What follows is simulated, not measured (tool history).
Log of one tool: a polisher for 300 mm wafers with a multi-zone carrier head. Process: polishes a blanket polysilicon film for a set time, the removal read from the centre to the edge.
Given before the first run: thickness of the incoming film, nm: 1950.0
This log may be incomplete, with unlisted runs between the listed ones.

run    day  flow of slurry (ml/min)  pressure of the head's centre zone  pressure of the head's middle zone  pressure of the head's edge zone  polishing time (s)  film removed at the wafer's centre (angstrom)  film removed at mid-radius (angstrom)  film removed at the wafer's edge (angstrom)
  1      0                      310                                   1                                   1                                 1                  79                                         6756.3                                 6853.4                                       7180.5
  2  0.038                      310                                0.98                                   1                              0.99                  75                                         6636.1                                 6482.1                                       6812.2
  3  0.246                      310                                0.93                                   1                              0.99                  75                                         6099.8                                 6475.1                                       6750.7
  4  0.429                      305                                0.92                                1.01                              0.99                  71                                           5691                                   6117                                       6203.9
  5  0.783                      305                                0.92                                1.09                              0.99                  71                                         5646.6                                 6443.8                                         6457
  6  1.092                      300                                0.91                                1.09                              0.99                  68                                         5490.2                                 6202.7                                       6153.3

Run 7, settings as shown, results not yet in. Your forecast:
  7  1.192                      300                                 0.9                                 1.1                              0.99                  65                                              ?                                      ?                                            ?

film removed at the wafer's centre (angstrom): 5087.5
film removed at mid-radius (angstrom): 5858.9
film removed at the wafer's edge (angstrom): 5785.9

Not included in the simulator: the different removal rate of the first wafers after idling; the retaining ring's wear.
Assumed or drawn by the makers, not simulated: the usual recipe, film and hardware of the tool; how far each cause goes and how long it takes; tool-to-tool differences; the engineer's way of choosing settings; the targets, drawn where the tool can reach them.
